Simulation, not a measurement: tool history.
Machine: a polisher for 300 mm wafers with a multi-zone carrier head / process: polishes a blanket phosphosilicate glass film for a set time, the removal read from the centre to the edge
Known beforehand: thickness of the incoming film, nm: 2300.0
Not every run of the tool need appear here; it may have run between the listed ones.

run,hour,flow of slurry (ml/min),pressure of the head's centre zone,pressure of the head's middle zone,pressure of the head's edge zone,abrasive content of the slurry,polishing time (s),film removed at the wafer's centre (nm),film removed at mid-radius (nm),film removed at the wafer's edge (nm)
1,0.0,140,1.00,1.00,1.00,1.00,71,683.86,667.51,687.39
2,5.7,140,1.00,1.00,1.00,1.00,59,569.58,561.69,574.30
3,8.0,140,1.00,0.94,1.00,1.00,59,564.03,518.21,556.09
4,14.0,140,1.00,0.99,1.00,1.00,59,568.86,551.58,558.44
5,22.2,135,0.98,0.97,0.98,1.00,59,550.85,541.11,566.27
6,29.7,135,0.98,0.96,0.98,0.95,59,543.63,512.52,549.88
7,38.0,135,0.97,0.96,0.97,0.90,59,527.23,506.48,516.37
8,46.0,130,0.96,0.95,0.97,0.90,59,511.36,499.64,514.42

What will run 9 give?
9,54.6,130,0.96,0.95,0.97,0.90,59,?,?,?

Run 9 came out at film removed at the wafer's centre (nm) 507.09, film removed at mid-radius (nm) 491.74, film removed at the wafer's edge (nm) 523.25.
